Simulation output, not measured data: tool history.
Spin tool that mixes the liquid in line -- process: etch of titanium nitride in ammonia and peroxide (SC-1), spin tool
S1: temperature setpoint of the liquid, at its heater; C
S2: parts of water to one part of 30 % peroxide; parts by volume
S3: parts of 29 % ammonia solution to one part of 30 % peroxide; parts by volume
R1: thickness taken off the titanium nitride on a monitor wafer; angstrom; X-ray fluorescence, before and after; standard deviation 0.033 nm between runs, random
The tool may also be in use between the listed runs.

run 1 hour=0.0 | S1=55.0 S2=19.5 S3=0.9 time_under_the_liquid_(s)=140 | R1=82.782
run 2 hour=5.8 | S1=55.0 S2=24.0 S3=0.9 time_under_the_liquid_(s)=140 | R1=74.356
run 3 hour=14.4 | S1=55.0 S2=24.0 S3=1.2 time_under_the_liquid_(s)=140 | R1=78.677
run 4 hour=22.7 | S1=55.0 S2=24.0 S3=1.2 time_under_the_liquid_(s)=140 | R1=77.808
run 5 hour=29.1 | S1=55.0 S2=24.0 S3=1.2 time_under_the_liquid_(s)=140 | R1=77.697
run 6 hour=35.1 | S1=54.0 S2=24.0 S3=1.2 time_under_the_liquid_(s)=140 | R1=72.424
run 7 hour=42.7 | S1=53.5 S2=24.0 S3=1.2 time_under_the_liquid_(s)=140 | R1=70.235

Forecast run 8:
run 8 hour=49.3 | S1=53.0 S2=24.0 S3=1.2 time_under_the_liquid_(s)=140 | R1=?

R1: 67.962 angstrom
